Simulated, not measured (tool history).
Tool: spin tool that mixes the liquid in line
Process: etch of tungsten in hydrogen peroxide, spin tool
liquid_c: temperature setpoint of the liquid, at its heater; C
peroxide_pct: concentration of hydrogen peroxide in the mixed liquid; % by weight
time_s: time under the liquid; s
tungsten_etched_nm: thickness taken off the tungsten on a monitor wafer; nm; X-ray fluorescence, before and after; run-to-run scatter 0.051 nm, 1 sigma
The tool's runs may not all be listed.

run 1 hour=0 | liquid_c=55 peroxide_pct=18 time_s=15 | tungsten_etched_nm=16.554
run 2 hour=6.4 | liquid_c=61.5 peroxide_pct=18 time_s=15 | tungsten_etched_nm=24.244
run 3 hour=12.1 | liquid_c=61.5 peroxide_pct=18 time_s=15 | tungsten_etched_nm=23.948
run 4 hour=14.3 | liquid_c=61.5 peroxide_pct=21 time_s=15 | tungsten_etched_nm=25.791
run 5 hour=18.2 | liquid_c=61.5 peroxide_pct=21 time_s=15 | tungsten_etched_nm=25.608
run 6 hour=27.2 | liquid_c=66 peroxide_pct=21 time_s=15 | tungsten_etched_nm=33.613
run 7 hour=30.7 | liquid_c=58.5 peroxide_pct=21 time_s=15 | tungsten_etched_nm=21.645
run 8 hour=36.6 | liquid_c=53 peroxide_pct=20.5 time_s=15 | tungsten_etched_nm=15.526
run 9 hour=43 | liquid_c=49 peroxide_pct=20.5 time_s=15 | tungsten_etched_nm=12.187
run 10 hour=44.5 | liquid_c=46.5 peroxide_pct=20.5 time_s=15 | tungsten_etched_nm=10.42
run 11 hour=49.9 | liquid_c=44.5 peroxide_pct=20.5 time_s=15 | tungsten_etched_nm=9.2876
run 12 hour=52.4 | liquid_c=43 peroxide_pct=20.5 time_s=15 | tungsten_etched_nm=8.3368
run 13 hour=53.3 | liquid_c=42 peroxide_pct=20.5 time_s=15 | tungsten_etched_nm=7.8859
run 14 hour=61.2 | liquid_c=41.5 peroxide_pct=20.5 time_s=15 | tungsten_etched_nm=7.6845
run 15 hour=67.5 | liquid_c=41 peroxide_pct=20.5 time_s=15 | tungsten_etched_nm=7.2887

For run 16, what comes out?
run 16 hour=75.4 | liquid_c=40.5 peroxide_pct=20.5 time_s=15 | tungsten_etched_nm=?

{"run 16": {"tungsten_etched_nm": 7.1232}}
